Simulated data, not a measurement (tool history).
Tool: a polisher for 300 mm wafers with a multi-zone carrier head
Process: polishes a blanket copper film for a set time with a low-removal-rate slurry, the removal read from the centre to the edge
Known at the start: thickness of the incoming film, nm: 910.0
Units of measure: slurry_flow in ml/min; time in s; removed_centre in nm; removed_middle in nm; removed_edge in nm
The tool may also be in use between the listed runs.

Run 1, day 0: slurry_flow 230 ml/min, centre_zone 1, middle_zone 1, edge_zone 1, slurry_solids 1, time 77 s. Result: removed_centre 189.88 nm, removed_middle 187.45 nm, removed_edge 190.47 nm.
Run 2, day 0.217: slurry_flow 235 ml/min, centre_zone 1.02, middle_zone 0.99, edge_zone 1.01, slurry_solids 1.05, time 79 s. Result: removed_centre 198.78 nm, removed_middle 191.7 nm, removed_edge 197.73 nm.
Run 3, day 0.342: slurry_flow 260 ml/min, centre_zone 1.02, middle_zone 0.99, edge_zone 1.01, slurry_solids 1.05, time 79 s. Result: removed_centre 207.51 nm, removed_middle 189.34 nm, removed_edge 201.09 nm.
Run 4, day 0.662: slurry_flow 265 ml/min, centre_zone 1.04, middle_zone 1, edge_zone 1.02, slurry_solids 1.1, time 80 s. Result: removed_centre 217.28 nm, removed_middle 199.2 nm, removed_edge 207.15 nm.
Run 5, day 0.712: slurry_flow 220 ml/min, centre_zone 1.04, middle_zone 1, edge_zone 1.02, slurry_solids 1.1, time 80 s. Result: removed_centre 214.53 nm, removed_middle 197.32 nm, removed_edge 204.27 nm.
Run 6, day 0.808: slurry_flow 220 ml/min, centre_zone 1.04, middle_zone 1, edge_zone 1.02, slurry_solids 1.1, time 92 s. Result: removed_centre 240.29 nm, removed_middle 223.39 nm, removed_edge 239.02 nm.
Run 7, day 0.929: slurry_flow 285 ml/min, centre_zone 1.14, middle_zone 0.95, edge_zone 1.02, slurry_solids 1.35, time 94 s. Result: removed_centre 290.35 nm, removed_middle 231.07 nm, removed_edge 253.45 nm.

Run 8 is up next; what results do you expect?
Run 8, day 1.029: slurry_flow 285 ml/min, centre_zone 1.15, middle_zone 0.95, edge_zone 1.02, slurry_solids 1.35, time 94 s. Result: removed_centre ?, removed_middle ?, removed_edge ?.

removed_centre: 289.2 nm
removed_middle: 238.51 nm
removed_edge: 253.27 nm

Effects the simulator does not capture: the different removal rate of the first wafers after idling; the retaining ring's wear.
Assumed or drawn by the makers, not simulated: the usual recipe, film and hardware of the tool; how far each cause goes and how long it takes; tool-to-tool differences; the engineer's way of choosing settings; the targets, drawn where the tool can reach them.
